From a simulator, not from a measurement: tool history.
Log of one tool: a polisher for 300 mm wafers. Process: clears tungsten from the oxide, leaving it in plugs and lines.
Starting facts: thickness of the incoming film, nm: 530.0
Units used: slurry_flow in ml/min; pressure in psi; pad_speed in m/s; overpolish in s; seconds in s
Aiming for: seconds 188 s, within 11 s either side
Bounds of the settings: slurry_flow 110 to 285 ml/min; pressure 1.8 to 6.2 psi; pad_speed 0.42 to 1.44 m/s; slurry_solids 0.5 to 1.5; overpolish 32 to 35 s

run	hour	slurry_flow	pressure	pad_speed	slurry_solids	overpolish	seconds
1	0	180	4	0.92	1	32	128.08
2	6.2	180	3.8	0.92	1	32	134.71
3	8.9	180	3.6	0.92	1	32	142.81
4	13.8	180	3.6	0.92	1.15	32	139.05
5	15.6	180	3.4	0.92	1.15	32	144.65
6	17	180	3.4	0.84	1.15	32	156.65
7	22.4	180	3.3	0.84	1.15	32	161.81
8	28.8	180	3.2	0.84	1.15	32	166.57
9	32.3	180	3.1	0.84	1.15	32	172.14

Next run, 5 choices. One meets every target within its allowed miss, the rest don't. Which?
A	35.8	155	3.1	0.78	1.25	35	?
B	35.8	190	2.8	0.94	1.25	32	?
C	35.8	180	3.3	0.92	1.15	32	?
D	35.8	135	2	1	1.25	32	?
E	35.8	170	2.7	1.02	1.2	32	?

move	seconds
A	182.92
B	160.33
C	147.11
D	205.78
E	156.11
A: all results in spec
B: the biggest miss grows against the last run
C: the biggest miss grows against the last run
D: the result that was furthest off in the last run now lies on the other side of its target
E: the biggest miss grows against the last run
A meets every target.

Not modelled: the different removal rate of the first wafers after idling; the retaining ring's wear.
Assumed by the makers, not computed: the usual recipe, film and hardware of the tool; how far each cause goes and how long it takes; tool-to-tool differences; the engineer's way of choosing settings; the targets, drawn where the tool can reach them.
